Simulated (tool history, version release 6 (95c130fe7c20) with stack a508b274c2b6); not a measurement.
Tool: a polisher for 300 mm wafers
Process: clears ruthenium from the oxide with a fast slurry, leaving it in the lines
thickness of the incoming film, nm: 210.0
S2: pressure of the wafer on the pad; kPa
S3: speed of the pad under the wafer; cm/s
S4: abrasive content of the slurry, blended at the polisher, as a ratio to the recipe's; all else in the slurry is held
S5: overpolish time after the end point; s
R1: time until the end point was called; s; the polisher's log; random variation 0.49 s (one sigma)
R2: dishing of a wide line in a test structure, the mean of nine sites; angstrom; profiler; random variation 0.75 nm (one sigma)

run 1 day=0.000 | flow_of_slurry_(ml/min)=240 S2=22.1 S3=110 S4=1.00 S5=28 | R1=37.170 R2=1169.80
run 2 day=0.133 | flow_of_slurry_(ml/min)=240 S2=22.1 S3=110 S4=0.90 S5=28 | R1=40.160 R2=1128.50
run 3 day=0.488 | flow_of_slurry_(ml/min)=240 S2=21.4 S3=110 S4=1.00 S5=25 | R1=39.640 R2=1043.60
run 4 day=0.658 | flow_of_slurry_(ml/min)=240 S2=21.4 S3=106 S4=1.05 S5=23 | R1=38.924 R2=983.11
run 5 day=0.721 | flow_of_slurry_(ml/min)=190 S2=21.4 S3=106 S4=1.05 S5=23 | R1=39.507 R2=956.38
run 6 day=0.875 | flow_of_slurry_(ml/min)=185 S2=21.4 S3=102 S4=1.10 S5=21 | R1=39.454 R2=893.10
run 7 day=1.108 | flow_of_slurry_(ml/min)=180 S2=22.1 S3=96 S4=1.15 S5=19 | R1=38.916 R2=821.44
run 8 day=1.421 | flow_of_slurry_(ml/min)=175 S2=22.8 S3=90 S4=1.20 S5=18 | R1=39.382 R2=821.32
run 9 day=1.683 | flow_of_slurry_(ml/min)=170 S2=21.4 S3=98 S4=1.25 S5=17 | R1=38.184 R2=788.16
run 10 day=1.850 | flow_of_slurry_(ml/min)=165 S2=20.0 S3=106 S4=1.30 S5=16 | R1=38.392 R2=740.18
run 11 day=2.175 | flow_of_slurry_(ml/min)=160 S2=18.6 S3=114 S4=1.35 S5=15 | R1=38.964 R2=683.07
run 12 day=2.321 | flow_of_slurry_(ml/min)=145 S2=12.4 S3=144 S4=1.50 S5=8 | R1=46.824 R2=323.86
run 13 day=2.642 | flow_of_slurry_(ml/min)=145 S2=13.1 S3=146 S4=1.50 S5=8 | R1=43.730 R2=338.68
run 14 day=2.938 | flow_of_slurry_(ml/min)=145 S2=13.8 S3=146 S4=1.50 S5=8 | R1=43.739 R2=355.42

Run 15 comes next. What will it give?
run 15 day=3.046 | flow_of_slurry_(ml/min)=150 S2=14.5 S3=148 S4=1.50 S5=8 | R1=? R2=?

Run 15 gave R1 39.820 s, R2 383.44 angstrom.

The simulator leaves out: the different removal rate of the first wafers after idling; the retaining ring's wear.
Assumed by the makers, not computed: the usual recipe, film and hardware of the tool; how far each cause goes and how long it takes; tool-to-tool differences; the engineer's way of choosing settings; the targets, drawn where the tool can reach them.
